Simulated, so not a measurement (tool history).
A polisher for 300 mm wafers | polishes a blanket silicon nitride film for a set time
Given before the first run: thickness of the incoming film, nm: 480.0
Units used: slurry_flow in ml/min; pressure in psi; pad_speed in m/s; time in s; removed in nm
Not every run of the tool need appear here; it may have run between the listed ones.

run	hour	slurry_flow	pressure	pad_speed	time	removed
1	0	230	3.8	1.3	97	261.04
2	4.2	230	3.7	1.3	97	260.92
3	4.8	230	3.6	1.3	97	253.99
4	6.2	230	3.6	1.3	97	256.56
5	7.2	230	3.5	1.3	97	252.52
6	14	185	3.5	1.3	97	247.42

Run 7, settings as shown, results not yet in. Your forecast:
7	17.1	185	3.5	1.3	97	?

{"run 7": {"removed": 244.3}}

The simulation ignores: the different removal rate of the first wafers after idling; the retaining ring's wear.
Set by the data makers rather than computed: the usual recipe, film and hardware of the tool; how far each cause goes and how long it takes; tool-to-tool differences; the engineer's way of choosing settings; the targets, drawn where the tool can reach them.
